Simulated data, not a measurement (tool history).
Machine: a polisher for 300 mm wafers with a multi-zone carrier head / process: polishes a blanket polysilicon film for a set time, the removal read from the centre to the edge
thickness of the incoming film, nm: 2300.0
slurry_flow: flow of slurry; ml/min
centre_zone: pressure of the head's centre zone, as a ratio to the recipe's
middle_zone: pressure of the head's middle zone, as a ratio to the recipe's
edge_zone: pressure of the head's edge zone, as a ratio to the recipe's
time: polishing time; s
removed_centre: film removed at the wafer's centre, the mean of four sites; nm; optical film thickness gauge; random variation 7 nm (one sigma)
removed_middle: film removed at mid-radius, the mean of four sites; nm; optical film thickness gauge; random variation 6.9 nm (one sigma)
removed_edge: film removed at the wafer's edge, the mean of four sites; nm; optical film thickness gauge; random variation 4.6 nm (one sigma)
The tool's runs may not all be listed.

Run 1, day 0.000: slurry_flow 245 ml/min, centre_zone 1.00, middle_zone 1.00, edge_zone 1.00, time 55 s. Result: removed_centre 416.40 nm, removed_middle 402.29 nm, removed_edge 404.81 nm.
Run 2, day 0.367: slurry_flow 245 ml/min, centre_zone 1.00, middle_zone 1.00, edge_zone 0.92, time 55 s. Result: removed_centre 409.14 nm, removed_middle 393.29 nm, removed_edge 398.76 nm.
Run 3, day 0.433: slurry_flow 245 ml/min, centre_zone 0.99, middle_zone 1.00, edge_zone 0.93, time 58 s. Result: removed_centre 431.94 nm, removed_middle 412.50 nm, removed_edge 417.70 nm.
Run 4, day 0.625: slurry_flow 245 ml/min, centre_zone 0.99, middle_zone 1.00, edge_zone 0.93, time 68 s. Result: removed_centre 500.60 nm, removed_middle 482.46 nm, removed_edge 492.15 nm.
Run 5, day 0.996: slurry_flow 245 ml/min, centre_zone 0.99, middle_zone 1.06, edge_zone 0.93, time 68 s. Result: removed_centre 513.66 nm, removed_middle 515.06 nm, removed_edge 496.39 nm.
At day 1.362: slurry nozzle cleaned.
Run 6, day 1.362: slurry_flow 245 ml/min, centre_zone 0.99, middle_zone 1.06, edge_zone 0.87, time 68 s. Result: removed_centre 521.49 nm, removed_middle 523.41 nm, removed_edge 486.43 nm.
Run 7, day 1.533: slurry_flow 240 ml/min, centre_zone 0.97, middle_zone 1.05, edge_zone 0.88, time 68 s. Result: removed_centre 516.48 nm, removed_middle 521.14 nm, removed_edge 495.15 nm.
Run 8, day 1.900: slurry_flow 240 ml/min, centre_zone 0.97, middle_zone 1.05, edge_zone 0.88, time 68 s. Result: removed_centre 514.47 nm, removed_middle 506.32 nm, removed_edge 494.80 nm.

Run 9 comes next. What will it give?
Run 9, day 1.942: slurry_flow 240 ml/min, centre_zone 0.95, middle_zone 1.06, edge_zone 0.89, time 68 s. Result: removed_centre ?, removed_middle ?, removed_edge ?.

removed_centre: 507.88 nm
removed_middle: 514.63 nm
removed_edge: 490.89 nm

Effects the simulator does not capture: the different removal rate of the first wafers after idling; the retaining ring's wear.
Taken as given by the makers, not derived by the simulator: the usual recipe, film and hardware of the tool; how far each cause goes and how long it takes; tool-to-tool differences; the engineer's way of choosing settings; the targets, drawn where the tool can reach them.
